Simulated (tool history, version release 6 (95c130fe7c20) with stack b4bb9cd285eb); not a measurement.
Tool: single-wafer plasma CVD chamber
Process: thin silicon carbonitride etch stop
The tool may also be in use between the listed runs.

| run | hour | RF power (kW) | deposition time (s) | mean film thickness on the monitor wafer (angstrom) |
|---|---|---|---|---|
| 1 | 0.0 | 0.245 | 12.9 | 77.545 |
| 2 | 0.9 | 0.260 | 13.4 | 81.507 |
| 3 | 2.2 | 0.270 | 13.8 | 85.110 |
| 4 | 5.4 | 0.280 | 14.0 | 86.598 |
| 5 | 6.9 | 0.245 | 14.0 | 81.977 |
| 6 | 9.3 | 0.245 | 14.7 | 87.638 |
| 7 | 11.8 | 0.255 | 14.8 | 88.677 |

Forecast run 8:
| 8 | 17.5 | 0.265 | 14.9 | ? |

mean film thickness on the monitor wafer (angstrom): 91.041
